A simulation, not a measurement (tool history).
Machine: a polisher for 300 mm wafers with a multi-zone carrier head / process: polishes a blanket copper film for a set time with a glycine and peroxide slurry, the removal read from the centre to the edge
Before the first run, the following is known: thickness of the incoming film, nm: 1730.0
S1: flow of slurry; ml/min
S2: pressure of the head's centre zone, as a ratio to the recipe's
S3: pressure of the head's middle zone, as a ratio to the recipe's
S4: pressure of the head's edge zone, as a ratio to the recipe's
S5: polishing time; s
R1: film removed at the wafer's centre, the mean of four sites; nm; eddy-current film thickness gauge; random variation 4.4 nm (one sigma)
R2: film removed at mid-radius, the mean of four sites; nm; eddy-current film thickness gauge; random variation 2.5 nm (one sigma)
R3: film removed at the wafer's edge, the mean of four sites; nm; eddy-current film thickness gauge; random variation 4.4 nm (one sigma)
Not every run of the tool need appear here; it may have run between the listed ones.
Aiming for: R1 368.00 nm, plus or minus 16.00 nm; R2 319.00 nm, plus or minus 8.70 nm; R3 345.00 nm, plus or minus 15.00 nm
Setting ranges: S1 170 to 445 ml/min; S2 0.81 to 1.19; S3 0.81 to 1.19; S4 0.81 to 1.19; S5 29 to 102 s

run  hour   S1    S2    S3    S4  S5      R1      R2      R3
  1   0.0  285  1.00  1.00  1.00  65  219.92  228.49  226.32
  2   3.2  290  1.05  1.00  1.04  71  255.81  252.48  237.96
  3   5.8  285  1.04  0.95  1.04  79  277.05  265.51  269.71
  4  12.3  285  1.05  0.93  1.04  85  304.89  286.87  292.86
  5  20.8  290  1.06  0.91  1.05  88  311.20  296.67  306.20
  6  24.4  280  1.08  0.89  1.06  91  338.30  292.28  314.95
  7  32.5  295  1.09  0.89  1.08  92  340.01  302.04  323.29
  8  39.6  295  1.10  0.89  1.09  93  353.10  302.41  329.06
  9  47.8  305  1.10  0.90  1.10  93  348.65  307.81  331.52

Consider the 4 candidate settings below. Which is the only one whose results all fall within their allowed miss of target?
  A  56.0  280  1.17  0.89  1.14   91   ?   ?   ?
  B  56.0  325  1.09  0.89  1.11   97   ?   ?   ?
  C  56.0  185  1.03  0.86  1.06  101   ?   ?   ?
  D  56.0  395  0.99  0.88  1.19   93   ?   ?   ?

move      R1      R2      R3
   A  357.65  292.75  323.19
   B  361.21  317.16  345.98
   C  325.83  298.68  335.51
   D  320.20  307.09  343.12
A: misses by more than the last run did
B: all results land within tolerance of their targets
C: misses by more than the last run did
D: misses by more than the last run did
Answer: B
